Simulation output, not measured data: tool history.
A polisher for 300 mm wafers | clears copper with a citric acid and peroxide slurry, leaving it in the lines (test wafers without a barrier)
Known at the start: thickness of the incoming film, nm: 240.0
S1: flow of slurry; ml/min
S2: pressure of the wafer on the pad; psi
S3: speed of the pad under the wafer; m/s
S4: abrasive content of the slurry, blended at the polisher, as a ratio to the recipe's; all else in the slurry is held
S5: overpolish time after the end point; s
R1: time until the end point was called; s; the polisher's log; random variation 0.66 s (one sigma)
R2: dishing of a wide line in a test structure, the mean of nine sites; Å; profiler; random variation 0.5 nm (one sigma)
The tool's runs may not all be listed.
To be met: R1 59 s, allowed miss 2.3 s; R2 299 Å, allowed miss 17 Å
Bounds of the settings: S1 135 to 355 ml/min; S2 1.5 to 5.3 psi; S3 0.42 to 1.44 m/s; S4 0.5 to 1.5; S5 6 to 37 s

{"run": 1, "day": 0.0, "S1": 225, "S2": 3.4, "S3": 0.92, "S4": 1, "S5": 19, "R1": 88.463, "R2": 273.35}
{"run": 2, "day": 0.104, "S1": 170, "S2": 3.4, "S3": 0.92, "S4": 1, "S5": 19, "R1": 93.614, "R2": 263.52}
{"run": 3, "day": 0.196, "S1": 170, "S2": 3.4, "S3": 0.92, "S4": 0.85, "S5": 19, "R1": 97.762, "R2": 254.99}
{"run": 4, "day": 0.567, "S1": 195, "S2": 3.9, "S3": 0.92, "S4": 0.85, "S5": 17, "R1": 83.412, "R2": 264.01}
{"run": 5, "day": 0.925, "S1": 195, "S2": 3.9, "S3": 1.1, "S4": 0.85, "S5": 17, "R1": 70.448, "R2": 292.45}
{"run": 6, "day": 1.154, "S1": 215, "S2": 4.1, "S3": 1.1, "S4": 0.85, "S5": 16, "R1": 68.284, "R2": 288.44}
{"run": 7, "day": 1.192, "S1": 215, "S2": 4.3, "S3": 1.1, "S4": 0.85, "S5": 15, "R1": 63.608, "R2": 289.45}
{"run": 8, "day": 1.267, "S1": 220, "S2": 4.4, "S3": 1.1, "S4": 0.85, "S5": 15, "R1": 62.312, "R2": 282.4}

5 next moves are on the table. One of them brings every result within its allowed miss. Which?
{"run": "A", "day": 1.342, "S1": 220, "S2": 4.5, "S3": 1.26, "S4": 0.8, "S5": 19, "R1": "?", "R2": "?"}
{"run": "B", "day": 1.342, "S1": 185, "S2": 5.3, "S3": 1.1, "S4": 0.9, "S5": 10, "R1": "?", "R2": "?"}
{"run": "C", "day": 1.342, "S1": 170, "S2": 4.3, "S3": 1.16, "S4": 0.8, "S5": 23, "R1": "?", "R2": "?"}
{"run": "D", "day": 1.342, "S1": 225, "S2": 3.8, "S3": 1.28, "S4": 0.95, "S5": 16, "R1": "?", "R2": "?"}
{"run": "E", "day": 1.342, "S1": 190, "S2": 4.3, "S3": 1.1, "S4": 0.9, "S5": 20, "R1": "?", "R2": "?"}

move=A R1=53.422 R2=345.42
move=B R1=52.396 R2=254.69
move=C R1=62.764 R2=348.8
move=D R1=58.771 R2=306.14
move=E R1=63.137 R2=329.57
A: takes the result that was furthest off past its target
B: takes the result that was furthest off past its target
C: further off than the last run
D: meets every target
E: further off than the last run
Answer: D
